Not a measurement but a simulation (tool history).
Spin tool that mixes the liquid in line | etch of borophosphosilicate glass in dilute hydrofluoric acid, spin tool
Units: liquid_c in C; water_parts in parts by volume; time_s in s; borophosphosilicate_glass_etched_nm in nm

| run | hour | liquid_c | water_parts | time_s | borophosphosilicate_glass_etched_nm |
|---|---|---|---|---|---|
| 1 | 0 | 21 | 290 | 260 | 30.621 |
| 2 | 5.8 | 19.5 | 290 | 260 | 28.498 |
| 3 | 9 | 20.5 | 280 | 260 | 31.075 |
| 4 | 16 | 21.5 | 270 | 260 | 34.056 |
| 5 | 22.7 | 22.5 | 260 | 260 | 37.171 |
| 6 | 28.5 | 22.5 | 355 | 260 | 24.39 |
| 7 | 32.3 | 23.5 | 335 | 260 | 27.337 |
| 8 | 37 | 24 | 320 | 260 | 30.067 |
| 9 | 43 | 24.5 | 305 | 260 | 32.075 |
| 10 | 46.8 | 24.5 | 305 | 260 | 32.303 |
| 11 | 47.5 | 25 | 290 | 260 | 34.974 |
| 12 | 53.8 | 29 | 175 | 260 | 75.254 |
| 13 | 57.4 | 28.5 | 175 | 260 | 75.412 |
| 14 | 61.2 | 28 | 175 | 260 | 73.405 |
| 15 | 69.7 | 27.5 | 175 | 260 | 71.648 |
| 16 | 72.1 | 27 | 175 | 260 | 69.992 |

What will run 17 give?
| 17 | 75.6 | 26.5 | 175 | 260 | ? |

Run 17 measured borophosphosilicate_glass_etched_nm 69.515 nm.
